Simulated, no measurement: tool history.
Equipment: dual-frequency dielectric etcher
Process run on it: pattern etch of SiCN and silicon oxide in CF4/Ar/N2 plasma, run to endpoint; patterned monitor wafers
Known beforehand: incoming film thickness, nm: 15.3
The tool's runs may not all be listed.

run    day  source power (kW)  bias power (kW)  Ar flow (sccm)  CF4 flow (sccm)  endpoint time (s)
  1  0.000              0.570            0.054             110               79             16.473
  2  0.192              0.570            0.054             128               79             16.940
  3  0.308              0.590            0.054             128               79             16.559
  4  0.512              0.610            0.054             128               79             15.931
  5  0.571              0.610            0.054             118               79             15.782
  6  0.621              0.610            0.063             118               79             15.183
  7  0.808              0.620            0.063             118               79             14.974
  8  1.183              0.630            0.063             118               79             14.823

Run 9 comes next. What will it give?
  9  1.358              0.640            0.063             118               79                  ?

endpoint time (s): 14.667
